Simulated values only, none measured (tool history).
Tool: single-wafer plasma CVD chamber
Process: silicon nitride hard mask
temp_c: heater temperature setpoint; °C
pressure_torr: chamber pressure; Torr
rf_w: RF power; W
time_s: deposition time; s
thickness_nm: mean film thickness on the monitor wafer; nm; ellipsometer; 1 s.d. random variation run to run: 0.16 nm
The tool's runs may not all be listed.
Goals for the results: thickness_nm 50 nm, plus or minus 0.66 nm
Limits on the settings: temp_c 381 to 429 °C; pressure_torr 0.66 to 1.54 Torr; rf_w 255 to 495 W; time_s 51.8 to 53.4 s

| run | hour | temp_c | pressure_torr | rf_w | time_s | thickness_nm |
|---|---|---|---|---|---|---|
| 1 | 0 | 405 | 1.1 | 375 | 51.8 | 55.746 |
| 2 | 4.8 | 396 | 1.1 | 375 | 51.8 | 55.48 |
| 3 | 11.3 | 396 | 1.1 | 375 | 51.8 | 55.989 |
| 4 | 16.9 | 396 | 1.04 | 375 | 51.8 | 54.117 |
| 5 | 25.2 | 389 | 1.04 | 375 | 51.8 | 54.605 |
| 6 | 26.7 | 389 | 1.04 | 375 | 51.8 | 54.48 |
| 7 | 27.6 | 389 | 1 | 375 | 51.8 | 53.153 |
| 8 | 32.4 | 389 | 0.98 | 375 | 51.8 | 52.728 |
| 9 | 32.9 | 389 | 0.96 | 375 | 51.8 | 52.044 |
| 10 | 34.6 | 389 | 0.83 | 370 | 51.8 | 46.511 |
| 11 | 39.3 | 389 | 0.85 | 370 | 51.8 | 47.562 |
| 12 | 42 | 389 | 0.85 | 370 | 51.8 | 47.552 |
| 13 | 48.4 | 389 | 0.86 | 370 | 51.8 | 47.839 |
| 14 | 56.5 | 389 | 0.86 | 370 | 51.8 | 48.171 |
| 15 | 59.6 | 389 | 0.86 | 370 | 51.8 | 47.857 |
| 16 | 65.4 | 389 | 0.87 | 370 | 51.8 | 48.483 |
| 17 | 67.2 | 389 | 0.88 | 370 | 51.8 | 48.655 |
| 18 | 71.9 | 389 | 0.89 | 370 | 51.8 | 49.245 |

Next run, 5 choices. One meets every target within its allowed miss, the rest don't. Which?
| A | 76.6 | 393 | 0.84 | 380 | 52.4 | ? |
| B | 76.6 | 389 | 0.92 | 370 | 51.8 | ? |
| C | 76.6 | 388 | 0.88 | 365 | 51.8 | ? |
| D | 76.6 | 389 | 0.95 | 345 | 51.8 | ? |
| E | 76.6 | 389 | 0.81 | 405 | 51.8 | ? |

| move | thickness_nm |
|---|---|
| A | 48.49 |
| B | 50.192 |
| C | 48.347 |
| D | 48.804 |
| E | 48.619 |
A: lands further from the targets than the last run did
B: meets every target
C: lands further from the targets than the last run did
D: lands further from the targets than the last run did
E: lands further from the targets than the last run did
Correct choice: B, which meets every target

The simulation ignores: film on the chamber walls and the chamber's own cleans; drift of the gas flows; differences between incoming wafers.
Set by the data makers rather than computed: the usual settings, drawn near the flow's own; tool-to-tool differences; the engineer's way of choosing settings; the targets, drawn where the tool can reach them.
